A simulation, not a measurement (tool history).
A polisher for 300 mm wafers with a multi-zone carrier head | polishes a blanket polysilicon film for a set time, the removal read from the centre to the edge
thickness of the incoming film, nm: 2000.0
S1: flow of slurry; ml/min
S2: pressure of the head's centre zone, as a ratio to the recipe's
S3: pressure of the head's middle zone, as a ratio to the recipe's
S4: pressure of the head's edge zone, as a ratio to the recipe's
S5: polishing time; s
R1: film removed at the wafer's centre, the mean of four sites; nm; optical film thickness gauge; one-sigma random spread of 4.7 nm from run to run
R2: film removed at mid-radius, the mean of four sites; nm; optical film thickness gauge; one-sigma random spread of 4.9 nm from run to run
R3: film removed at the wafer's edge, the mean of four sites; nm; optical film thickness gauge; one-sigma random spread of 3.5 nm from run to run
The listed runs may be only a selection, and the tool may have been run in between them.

run,day,S1,S2,S3,S4,S5,R1,R2,R3
1,0.000,160,1.00,1.00,1.00,86,620.41,591.89,596.34
2,0.088,160,1.00,1.00,1.00,93,654.70,645.14,641.22
3,0.458,160,1.08,1.00,1.00,93,702.35,625.24,646.16
4,0.729,160,0.99,1.00,1.00,93,653.82,634.30,648.66
5,1.058,160,0.99,1.00,0.93,93,653.31,631.51,618.95
6,1.308,150,0.97,1.01,0.95,88,595.38,600.09,591.81

Forecast run 7:
7,1.492,145,0.95,1.02,0.94,84,?,?,?

Run 7 measured R1 559.01 nm, R2 570.07 nm, R3 557.57 nm.
